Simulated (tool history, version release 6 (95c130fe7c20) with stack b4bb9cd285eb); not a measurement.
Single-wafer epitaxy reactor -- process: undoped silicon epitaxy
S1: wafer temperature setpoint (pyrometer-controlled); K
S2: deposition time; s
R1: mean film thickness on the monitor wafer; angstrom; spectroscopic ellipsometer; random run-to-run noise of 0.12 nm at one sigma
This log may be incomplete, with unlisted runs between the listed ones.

run 1 day=0.000 | S1=908.15 S2=281 | R1=341.05
run 2 day=0.208 | S1=908.15 S2=306 | R1=371.74
run 3 day=0.579 | S1=908.15 S2=340 | R1=413.41
run 4 day=0.638 | S1=908.15 S2=326 | R1=393.70
run 5 day=0.750 | S1=912.15 S2=326 | R1=438.33
run 6 day=1.104 | S1=914.15 S2=326 | R1=461.45

Forecast run 7:
run 7 day=1.271 | S1=915.15 S2=326 | R1=?

{"run 7": {"R1": 472.53}}
